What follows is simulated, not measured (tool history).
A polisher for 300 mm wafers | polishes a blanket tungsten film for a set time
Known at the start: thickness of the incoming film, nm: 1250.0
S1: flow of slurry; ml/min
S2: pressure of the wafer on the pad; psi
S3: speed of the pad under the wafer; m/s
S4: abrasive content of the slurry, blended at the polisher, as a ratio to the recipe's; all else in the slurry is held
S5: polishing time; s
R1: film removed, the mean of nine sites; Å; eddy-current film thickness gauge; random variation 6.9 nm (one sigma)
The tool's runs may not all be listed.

| run | day | S1 | S2 | S3 | S4 | S5 | R1 |
|---|---|---|---|---|---|---|---|
| 1 | 0 | 310 | 3.2 | 0.92 | 1 | 89 | 3229.4 |
| 2 | 0.025 | 310 | 3.7 | 0.92 | 1 | 89 | 3762.1 |
| 3 | 0.267 | 310 | 3.7 | 0.92 | 1 | 94 | 3908.9 |
| 4 | 0.333 | 310 | 3.7 | 1.04 | 1 | 94 | 4444.7 |
| 5 | 0.558 | 310 | 4 | 1.04 | 1 | 94 | 4807.4 |
| 6 | 0.758 | 310 | 4 | 1.04 | 1 | 89 | 4506.6 |
| 7 | 0.892 | 310 | 4 | 1.04 | 1 | 89 | 4457.7 |

The next listed run, before its measurement:
| 8 | 1.196 | 310 | 4.3 | 1.04 | 1 | 89 | ? |

Run 8 gave R1 4956.4 Å.

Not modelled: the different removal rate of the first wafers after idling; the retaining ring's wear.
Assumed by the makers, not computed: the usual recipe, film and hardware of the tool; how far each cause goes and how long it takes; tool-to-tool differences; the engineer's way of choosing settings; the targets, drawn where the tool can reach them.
